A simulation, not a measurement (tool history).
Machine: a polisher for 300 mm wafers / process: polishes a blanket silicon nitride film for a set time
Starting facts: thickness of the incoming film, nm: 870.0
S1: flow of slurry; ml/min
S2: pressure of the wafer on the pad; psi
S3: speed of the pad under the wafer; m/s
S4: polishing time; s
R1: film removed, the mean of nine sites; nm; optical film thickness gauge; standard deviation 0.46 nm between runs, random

run 1 hour=0 | S1=260 S2=3.5 S3=1.06 S4=56 | R1=95.501
run 2 hour=8.8 | S1=260 S2=2.7 S3=1.06 S4=56 | R1=74.448
run 3 hour=12.7 | S1=260 S2=2.7 S3=0.9 S4=56 | R1=64.743
run 4 hour=17.5 | S1=260 S2=2.7 S3=0.66 S4=56 | R1=51.214
run 5 hour=21.8 | S1=260 S2=2.8 S3=0.66 S4=56 | R1=53.265
run 6 hour=29.6 | S1=260 S2=2.5 S3=0.66 S4=56 | R1=47.774
run 7 hour=38.6 | S1=260 S2=2.6 S3=0.66 S4=56 | R1=49.439

Expected results for the next run?
run 8 hour=47.3 | S1=260 S2=2.7 S3=0.66 S4=56 | R1=?

R1: 51.724 nm
